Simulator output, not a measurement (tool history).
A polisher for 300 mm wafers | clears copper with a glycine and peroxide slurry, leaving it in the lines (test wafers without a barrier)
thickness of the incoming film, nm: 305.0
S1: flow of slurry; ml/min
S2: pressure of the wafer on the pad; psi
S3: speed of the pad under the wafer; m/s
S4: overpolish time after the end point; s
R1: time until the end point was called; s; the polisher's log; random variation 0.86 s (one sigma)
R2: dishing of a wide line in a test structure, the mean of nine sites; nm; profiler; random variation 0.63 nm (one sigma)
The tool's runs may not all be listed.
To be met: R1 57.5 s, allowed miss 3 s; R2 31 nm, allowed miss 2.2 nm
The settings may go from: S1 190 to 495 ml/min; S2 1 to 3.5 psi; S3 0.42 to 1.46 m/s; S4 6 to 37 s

run	day	S1	S2	S3	S4	R1	R2
1	0	320	2.2	0.94	19	84.58	30.589
2	0.038	320	2.4	0.96	18	80.115	30.311
3	0.379	320	2.6	0.98	17	74.306	29.684
4	0.404	320	2.6	0.98	23	74.485	34.221
5	0.462	320	2.7	0.98	22	74.537	33.188
6	0.675	395	2.7	0.98	22	74.174	35.318
7	1.046	390	2.8	1	21	69.54	33.282
8	1.238	390	2.8	1	21	69.557	32.804
# day 1.525: head pressure recalibrated
9	1.525	390	2.9	1	21	65.347	33.711
10	1.812	390	2.9	1	20	66	33.394
11	1.95	390	2.9	1	19	65.464	34.834
12	2.217	380	2.9	1.02	17	64.521	32.556
13	2.312	380	2.9	1.02	16	63.662	31.186

Which of these 5 next moves meets every target?
A	2.408	485	3.1	0.86	16	?	?
B	2.408	425	2.7	0.82	21	?	?
C	2.408	360	3.1	0.8	17	?	?
D	2.408	315	3.1	1.16	15	?	?
E	2.408	390	3.2	0.92	15	?	?

move	R1	R2
A	68.562	31.245
B	76.558	33.829
C	72.596	31.44
D	59.025	31.829
E	65.612	30.781
A: further off than the last run
B: further off than the last run
C: further off than the last run
D: meets every target
E: further off than the last run
The right move is D.
